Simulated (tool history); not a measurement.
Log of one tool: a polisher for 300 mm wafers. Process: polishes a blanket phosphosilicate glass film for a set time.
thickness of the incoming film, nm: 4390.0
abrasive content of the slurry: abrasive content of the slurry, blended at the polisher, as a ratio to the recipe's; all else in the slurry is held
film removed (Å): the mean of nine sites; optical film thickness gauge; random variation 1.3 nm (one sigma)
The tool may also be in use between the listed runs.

run,day,flow of slurry (ml/min),pressure of the wafer on the pad (kPa),speed of the pad under the wafer (m/s),abrasive content of the slurry,polishing time (s),film removed (Å)
1,0.000,220,15.2,1.24,1.00,28,1732.6
2,0.212,195,15.2,1.24,1.00,28,1692.2
3,0.517,195,13.1,1.22,1.00,28,1522.3
4,0.775,195,13.1,1.22,1.15,28,1574.9
5,1.025,195,11.0,1.20,1.15,28,1398.0
6,1.296,225,11.0,1.20,1.15,28,1377.4

Forecast run 7:
7,1.396,225,9.7,1.20,1.15,28,?

{"run 7": {"film removed (Å)": 1263.3}}
